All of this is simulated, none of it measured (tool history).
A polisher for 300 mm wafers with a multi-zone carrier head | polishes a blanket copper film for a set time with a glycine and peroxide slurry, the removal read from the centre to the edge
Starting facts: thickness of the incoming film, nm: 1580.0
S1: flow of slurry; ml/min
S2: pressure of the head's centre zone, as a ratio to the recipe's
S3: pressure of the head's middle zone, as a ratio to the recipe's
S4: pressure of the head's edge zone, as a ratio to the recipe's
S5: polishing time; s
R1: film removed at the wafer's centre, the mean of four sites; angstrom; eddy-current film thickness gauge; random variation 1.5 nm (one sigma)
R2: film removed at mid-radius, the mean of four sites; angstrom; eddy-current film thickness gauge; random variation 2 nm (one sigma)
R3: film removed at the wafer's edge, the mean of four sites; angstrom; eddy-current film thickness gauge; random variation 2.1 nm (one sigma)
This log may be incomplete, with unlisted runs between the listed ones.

{"run": 1, "hour": 0.0, "S1": 145, "S2": 1, "S3": 1, "S4": 1, "S5": 31, "R1": 1544.4, "R2": 1526.2, "R3": 1555.1}
{"run": 2, "hour": 6.8, "S1": 145, "S2": 1, "S3": 0.92, "S4": 1, "S5": 31, "R1": 1546.3, "R2": 1446, "R3": 1564.4}
{"run": 3, "hour": 11.1, "S1": 130, "S2": 1, "S3": 0.92, "S4": 1, "S5": 31, "R1": 1468.1, "R2": 1380.2, "R3": 1531.3}
{"run": 4, "hour": 14.1, "S1": 130, "S2": 1, "S3": 0.92, "S4": 0.96, "S5": 31, "R1": 1478.2, "R2": 1391.2, "R3": 1492.3}
{"run": 5, "hour": 18.6, "S1": 140, "S2": 1, "S3": 0.94, "S4": 0.98, "S5": 31, "R1": 1512.7, "R2": 1454, "R3": 1551.4}
{"run": 6, "hour": 21.9, "S1": 140, "S2": 1, "S3": 1.01, "S4": 0.98, "S5": 31, "R1": 1524.9, "R2": 1558, "R3": 1533.2}

For run 7, what comes out?
{"run": 7, "hour": 29.9, "S1": 145, "S2": 1, "S3": 1.02, "S4": 1, "S5": 31, "R1": "?", "R2": "?", "R3": "?"}

Run 7 came out at R1 1530.5 angstrom, R2 1555.1 angstrom, R3 1577.7 angstrom.

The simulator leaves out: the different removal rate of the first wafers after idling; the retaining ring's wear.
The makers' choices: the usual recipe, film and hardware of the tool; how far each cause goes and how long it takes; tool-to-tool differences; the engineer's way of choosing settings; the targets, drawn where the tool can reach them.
